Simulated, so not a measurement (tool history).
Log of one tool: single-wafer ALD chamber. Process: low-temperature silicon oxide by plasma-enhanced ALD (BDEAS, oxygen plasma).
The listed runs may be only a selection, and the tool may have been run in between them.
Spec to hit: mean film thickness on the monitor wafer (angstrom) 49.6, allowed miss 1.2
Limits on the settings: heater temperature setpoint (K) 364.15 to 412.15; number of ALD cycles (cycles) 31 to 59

run  hour  heater temperature setpoint (K)  number of ALD cycles (cycles)  mean film thickness on the monitor wafer (angstrom)
  1     0                           388.15                             45                                               62.443
  2   3.2                           389.15                             43                                               59.376
  3  10.2                           390.15                             41                                               56.471
  4  17.1                           390.15                             38                                               52.437
  5  19.5                           390.15                             43                                               59.344
  6  25.7                           384.15                             43                                               60.239
  7  26.6                           386.15                             41                                               57.261
  8    34                           388.15                             40                                               55.137
  9    42                           389.15                             39                                               54.131
 10  46.9                           390.15                             38                                               52.544
 11  51.8                           391.15                             38                                               51.985
 12  56.4                           391.15                             38                                               52.302

Of the 5 settings listed for the next run, only one would bring every result within its allowed miss of target. Which one?
  A    61                           387.15                             36                                                    ?
  B    61                           396.15                             34                                                    ?
  C    61                           390.15                             39                                                    ?
  D    61                           380.15                             34                                                    ?
  E    61                           388.15                             39                                                    ?

move  mean film thickness on the monitor wafer (angstrom)
   A                                               50.095
   B                                               46.618
   C                                               54.004
   D                                               47.852
   E                                               54.181
A: every result within its allowed miss
B: pushes the last run's worst result past its target
C: its largest miss is bigger than the last run's
D: pushes the last run's worst result past its target
E: its largest miss is bigger than the last run's
Go with A: it meets all targets.
